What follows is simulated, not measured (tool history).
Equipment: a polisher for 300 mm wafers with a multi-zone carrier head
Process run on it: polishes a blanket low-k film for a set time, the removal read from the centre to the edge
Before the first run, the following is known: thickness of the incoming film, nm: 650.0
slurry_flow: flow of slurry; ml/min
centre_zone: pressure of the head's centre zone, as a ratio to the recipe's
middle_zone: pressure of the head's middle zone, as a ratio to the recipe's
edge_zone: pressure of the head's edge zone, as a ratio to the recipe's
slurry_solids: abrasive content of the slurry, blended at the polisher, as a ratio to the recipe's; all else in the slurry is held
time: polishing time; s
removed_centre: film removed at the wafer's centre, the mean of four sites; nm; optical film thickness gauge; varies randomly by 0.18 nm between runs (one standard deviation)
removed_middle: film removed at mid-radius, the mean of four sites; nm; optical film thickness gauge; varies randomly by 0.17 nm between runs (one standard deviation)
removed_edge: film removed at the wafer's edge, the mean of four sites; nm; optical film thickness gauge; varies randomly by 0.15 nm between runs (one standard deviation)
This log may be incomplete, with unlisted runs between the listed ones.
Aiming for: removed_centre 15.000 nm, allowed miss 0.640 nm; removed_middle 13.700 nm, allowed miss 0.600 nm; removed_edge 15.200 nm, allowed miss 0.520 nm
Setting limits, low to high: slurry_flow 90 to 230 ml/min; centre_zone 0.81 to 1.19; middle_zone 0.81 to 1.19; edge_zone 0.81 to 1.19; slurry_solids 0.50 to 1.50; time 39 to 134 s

{"run": 1, "hour": 0.0, "slurry_flow": 150, "centre_zone": 1.0, "middle_zone": 1.0, "edge_zone": 1.0, "slurry_solids": 1.0, "time": 86, "removed_centre": 32.712, "removed_middle": 33.652, "removed_edge": 33.23}
{"run": 2, "hour": 7.5, "slurry_flow": 125, "centre_zone": 1.0, "middle_zone": 1.0, "edge_zone": 1.0, "slurry_solids": 1.0, "time": 86, "removed_centre": 32.324, "removed_middle": 31.863, "removed_edge": 31.767}
{"run": 3, "hour": 14.7, "slurry_flow": 115, "centre_zone": 0.98, "middle_zone": 0.96, "edge_zone": 0.98, "slurry_solids": 0.85, "time": 75, "removed_centre": 23.223, "removed_middle": 23.275, "removed_edge": 24.462}
{"run": 4, "hour": 16.9, "slurry_flow": 115, "centre_zone": 0.98, "middle_zone": 0.93, "edge_zone": 0.98, "slurry_solids": 0.85, "time": 75, "removed_centre": 23.445, "removed_middle": 22.306, "removed_edge": 24.104}
{"run": 5, "hour": 18.9, "slurry_flow": 110, "centre_zone": 0.98, "middle_zone": 0.91, "edge_zone": 0.94, "slurry_solids": 0.75, "time": 72, "removed_centre": 19.625, "removed_middle": 19.222, "removed_edge": 19.611}
{"run": 6, "hour": 19.7, "slurry_flow": 105, "centre_zone": 0.98, "middle_zone": 0.88, "edge_zone": 0.94, "slurry_solids": 0.7, "time": 71, "removed_centre": 17.89, "removed_middle": 16.769, "removed_edge": 17.855}
{"run": 7, "hour": 20.8, "slurry_flow": 100, "centre_zone": 0.97, "middle_zone": 0.86, "edge_zone": 0.93, "slurry_solids": 0.7, "time": 71, "removed_centre": 16.782, "removed_middle": 16.104, "removed_edge": 17.858}
{"run": 8, "hour": 23.8, "slurry_flow": 100, "centre_zone": 0.98, "middle_zone": 0.85, "edge_zone": 0.91, "slurry_solids": 0.7, "time": 71, "removed_centre": 17.261, "removed_middle": 15.848, "removed_edge": 17.655}
{"run": 9, "hour": 29.7, "slurry_flow": 100, "centre_zone": 0.98, "middle_zone": 0.84, "edge_zone": 0.89, "slurry_solids": 0.65, "time": 71, "removed_centre": 15.975, "removed_middle": 14.376, "removed_edge": 15.946}
{"run": 10, "hour": 38.6, "slurry_flow": 100, "centre_zone": 0.97, "middle_zone": 0.84, "edge_zone": 0.88, "slurry_solids": 0.65, "time": 71, "removed_centre": 15.7, "removed_middle": 14.366, "removed_edge": 15.83}
{"run": 11, "hour": 41.2, "slurry_flow": 100, "centre_zone": 0.97, "middle_zone": 0.84, "edge_zone": 0.87, "slurry_solids": 0.65, "time": 71, "removed_centre": 15.846, "removed_middle": 14.684, "removed_edge": 15.924}
{"run": 12, "hour": 44.8, "slurry_flow": 100, "centre_zone": 0.97, "middle_zone": 0.83, "edge_zone": 0.86, "slurry_solids": 0.65, "time": 71, "removed_centre": 15.391, "removed_middle": 13.895, "removed_edge": 15.873}
{"run": 13, "hour": 50.8, "slurry_flow": 100, "centre_zone": 0.97, "middle_zone": 0.84, "edge_zone": 0.85, "slurry_solids": 0.65, "time": 71, "removed_centre": 15.893, "removed_middle": 14.384, "removed_edge": 15.674}

Which single option among these 4 for the next run brings every result within its allowed miss of target? Just one does.
{"run": "A", "hour": 56.8, "slurry_flow": 100, "centre_zone": 1.02, "middle_zone": 0.89, "edge_zone": 0.97, "slurry_solids": 0.75, "time": 55, "removed_centre": "?", "removed_middle": "?", "removed_edge": "?"}
{"run": "B", "hour": 56.8, "slurry_flow": 105, "centre_zone": 1.1, "middle_zone": 0.86, "edge_zone": 0.81, "slurry_solids": 0.6, "time": 73, "removed_centre": "?", "removed_middle": "?", "removed_edge": "?"}
{"run": "C", "hour": 56.8, "slurry_flow": 105, "centre_zone": 0.89, "middle_zone": 0.88, "edge_zone": 0.96, "slurry_solids": 0.55, "time": 92, "removed_centre": "?", "removed_middle": "?", "removed_edge": "?"}
{"run": "D", "hour": 56.8, "slurry_flow": 120, "centre_zone": 0.97, "middle_zone": 1.0, "edge_zone": 0.81, "slurry_solids": 0.5, "time": 98, "removed_centre": "?", "removed_middle": "?", "removed_edge": "?"}

move=A removed_centre=14.591 removed_middle=13.832 removed_edge=15.248
move=B removed_centre=15.935 removed_middle=13.722 removed_edge=14.268
move=C removed_centre=14.492 removed_middle=15.259 removed_edge=16.800
move=D removed_centre=14.303 removed_middle=15.472 removed_edge=13.977
A: every result lands within tolerance
B: misses by more than the last run did
C: brings the result that was furthest off to its target, and leaves another outside
D: pushes the last run's worst result past its target
A meets every target.

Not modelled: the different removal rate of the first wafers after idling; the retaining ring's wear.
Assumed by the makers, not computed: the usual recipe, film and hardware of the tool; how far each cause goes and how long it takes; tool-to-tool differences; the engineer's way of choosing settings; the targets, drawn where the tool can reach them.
